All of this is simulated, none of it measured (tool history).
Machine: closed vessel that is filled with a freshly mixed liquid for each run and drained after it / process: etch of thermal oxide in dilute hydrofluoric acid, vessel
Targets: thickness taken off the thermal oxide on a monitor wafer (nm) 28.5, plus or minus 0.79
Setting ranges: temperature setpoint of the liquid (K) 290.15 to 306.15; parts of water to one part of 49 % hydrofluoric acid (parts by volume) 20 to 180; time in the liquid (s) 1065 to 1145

run,hour,temperature setpoint of the liquid (K),parts of water to one part of 49 % hydrofluoric acid (parts by volume),time in the liquid (s),thickness taken off the thermal oxide on a monitor wafer (nm)
1,0,298.15,100,1065,54.251
2,6.3,297.15,105,1065,49.324
3,7.9,297.15,85,1065,62.469
4,13,297.15,105,1065,49.028
5,17.8,296.15,110,1065,45.249
6,19.7,293.65,110,1065,40.949
7,22.2,293.15,115,1065,37.89
8,25.4,292.65,115,1065,37.196
9,28.3,292.65,115,1065,37.083
10,31.7,292.15,115,1065,36.189
11,39.8,292.15,115,1065,36.456
12,45.5,291.15,125,1065,32.027
13,46.6,290.65,130,1065,29.676

Which of these 5 next moves meets every target?
A,47.7,290.15,130,1130,?
B,47.7,291.65,130,1090,?
C,47.7,290.15,130,1090,?
D,47.7,290.15,125,1065,?
E,47.7,291.65,140,1075,?

move,thickness taken off the thermal oxide on a monitor wafer (nm)
A,30.962
B,31.769
C,29.866
D,30.5
E,28.797
A: misses by more than the last run did
B: misses by more than the last run did
C: misses by more than the last run did
D: misses by more than the last run did
E: in spec on every target
E is the move that brings every result within its allowed miss.

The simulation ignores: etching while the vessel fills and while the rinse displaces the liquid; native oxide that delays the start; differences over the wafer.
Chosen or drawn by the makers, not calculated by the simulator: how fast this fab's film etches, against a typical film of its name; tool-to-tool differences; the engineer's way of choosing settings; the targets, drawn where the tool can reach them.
